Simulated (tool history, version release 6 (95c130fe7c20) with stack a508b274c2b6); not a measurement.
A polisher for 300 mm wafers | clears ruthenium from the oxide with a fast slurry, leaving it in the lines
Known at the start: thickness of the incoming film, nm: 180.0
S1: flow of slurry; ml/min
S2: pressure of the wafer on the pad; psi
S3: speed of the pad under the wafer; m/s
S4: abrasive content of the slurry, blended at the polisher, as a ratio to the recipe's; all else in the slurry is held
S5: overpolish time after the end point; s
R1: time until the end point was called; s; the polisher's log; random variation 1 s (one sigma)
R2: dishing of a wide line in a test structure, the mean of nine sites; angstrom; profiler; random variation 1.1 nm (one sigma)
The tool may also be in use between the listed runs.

run,hour,S1,S2,S3,S4,S5,R1,R2
1,0.0,160,2.7,1.16,1.0,30,34.123,977.56
2,4.7,160,2.7,1.42,1.0,30,29.178,1102.20
3,12.0,175,2.7,1.42,1.0,30,28.471,1120.30
4,16.2,200,2.7,1.42,1.0,30,27.011,1113.70
5,20.4,230,2.7,1.42,1.0,30,26.882,1137.00
6,25.2,230,2.5,1.38,1.0,33,30.291,1129.50
7,33.1,230,2.3,1.36,1.0,35,33.984,1106.90
8,38.5,230,2.1,1.36,1.0,37,37.321,1104.30
9,42.7,230,2.0,1.36,1.0,38,38.430,1082.90
10,44.4,230,1.9,1.34,1.0,40,39.792,1063.70
11,49.5,230,1.9,1.34,1.0,40,39.357,1074.00
12,55.5,230,1.8,1.32,1.0,42,42.091,1026.30
13,59.1,230,1.7,1.30,1.0,45,45.631,1033.20
14,66.2,230,1.6,1.30,1.0,47,49.148,1032.20

The next listed run, before its measurement:
15,74.2,230,1.6,1.30,1.0,48,?,?

R1: 48.788 s
R2: 1045.10 angstrom

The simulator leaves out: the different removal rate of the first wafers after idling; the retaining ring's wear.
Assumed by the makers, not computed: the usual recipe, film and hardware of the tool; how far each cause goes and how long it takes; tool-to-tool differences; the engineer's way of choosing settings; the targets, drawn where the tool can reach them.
